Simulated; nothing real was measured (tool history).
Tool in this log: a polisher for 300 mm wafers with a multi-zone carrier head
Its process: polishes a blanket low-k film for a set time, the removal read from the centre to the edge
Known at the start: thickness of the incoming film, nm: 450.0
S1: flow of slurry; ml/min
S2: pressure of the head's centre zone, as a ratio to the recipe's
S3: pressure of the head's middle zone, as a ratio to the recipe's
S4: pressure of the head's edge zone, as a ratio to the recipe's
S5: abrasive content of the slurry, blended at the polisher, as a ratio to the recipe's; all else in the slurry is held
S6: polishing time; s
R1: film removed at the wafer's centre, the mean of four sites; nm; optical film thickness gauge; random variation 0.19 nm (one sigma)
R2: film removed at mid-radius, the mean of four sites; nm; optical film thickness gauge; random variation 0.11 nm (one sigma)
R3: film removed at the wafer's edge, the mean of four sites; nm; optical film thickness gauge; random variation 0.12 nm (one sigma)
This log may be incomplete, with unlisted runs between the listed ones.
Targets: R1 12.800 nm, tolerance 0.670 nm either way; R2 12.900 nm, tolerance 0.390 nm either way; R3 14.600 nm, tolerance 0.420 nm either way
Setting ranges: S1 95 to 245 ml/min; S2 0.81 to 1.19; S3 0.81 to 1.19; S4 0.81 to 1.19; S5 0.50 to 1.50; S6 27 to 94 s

{"run": 1, "hour": 0.0, "S1": 155, "S2": 1.0, "S3": 1.0, "S4": 1.0, "S5": 1.0, "S6": 60, "R1": 21.085, "R2": 22.365, "R3": 21.957}
{"run": 2, "hour": 3.4, "S1": 140, "S2": 0.97, "S3": 0.95, "S4": 0.98, "S5": 0.85, "S6": 58, "R1": 18.588, "R2": 18.736, "R3": 19.056}
{"run": 3, "hour": 11.0, "S1": 140, "S2": 0.97, "S3": 0.95, "S4": 0.98, "S5": 0.85, "S6": 70, "R1": 22.493, "R2": 22.876, "R3": 23.485}
{"run": 4, "hour": 15.9, "S1": 140, "S2": 0.97, "S3": 0.87, "S4": 0.98, "S5": 0.85, "S6": 70, "R1": 22.125, "R2": 21.158, "R3": 23.149}
{"run": 5, "hour": 21.8, "S1": 130, "S2": 0.92, "S3": 0.85, "S4": 0.97, "S5": 0.75, "S6": 66, "R1": 18.055, "R2": 18.506, "R3": 20.311}
{"run": 6, "hour": 27.9, "S1": 105, "S2": 0.92, "S3": 0.85, "S4": 0.97, "S5": 0.75, "S6": 66, "R1": 17.483, "R2": 17.159, "R3": 19.511}
{"run": 7, "hour": 30.3, "S1": 100, "S2": 0.91, "S3": 0.84, "S4": 0.96, "S5": 0.65, "S6": 63, "R1": 15.004, "R2": 15.04, "R3": 17.043}
{"run": 8, "hour": 31.4, "S1": 100, "S2": 0.91, "S3": 0.83, "S4": 0.95, "S5": 0.6, "S6": 62, "R1": 14.007, "R2": 13.988, "R3": 16.097}
{"run": 9, "hour": 38.2, "S1": 100, "S2": 0.91, "S3": 0.83, "S4": 0.93, "S5": 0.6, "S6": 62, "R1": 14.309, "R2": 13.928, "R3": 15.934}
{"run": 10, "hour": 40.9, "S1": 100, "S2": 0.89, "S3": 0.83, "S4": 0.91, "S5": 0.6, "S6": 62, "R1": 13.718, "R2": 14.259, "R3": 15.768}

4 next moves are on the table. One of them brings every result within its allowed miss. Which?
{"run": "A", "hour": 43.6, "S1": 110, "S2": 0.96, "S3": 0.9, "S4": 0.81, "S5": 0.5, "S6": 67, "R1": "?", "R2": "?", "R3": "?"}
{"run": "B", "hour": 43.6, "S1": 125, "S2": 0.82, "S3": 0.89, "S4": 0.91, "S5": 0.6, "S6": 60, "R1": "?", "R2": "?", "R3": "?"}
{"run": "C", "hour": 43.6, "S1": 120, "S2": 0.97, "S3": 0.95, "S4": 0.81, "S5": 0.6, "S6": 58, "R1": "?", "R2": "?", "R3": "?"}
{"run": "D", "hour": 43.6, "S1": 100, "S2": 0.91, "S3": 0.85, "S4": 0.95, "S5": 0.85, "S6": 47, "R1": "?", "R2": "?", "R3": "?"}

move=A R1=14.987 R2=15.093 R3=14.729
move=B R1=13.107 R2=15.274 R3=15.696
move=C R1=14.856 R2=15.435 R3=14.296
move=D R1=12.744 R2=12.977 R3=14.394
A: the biggest miss grows against the last run
B: the biggest miss grows against the last run
C: the biggest miss grows against the last run
D: in spec on every target
Move D is the one to make.
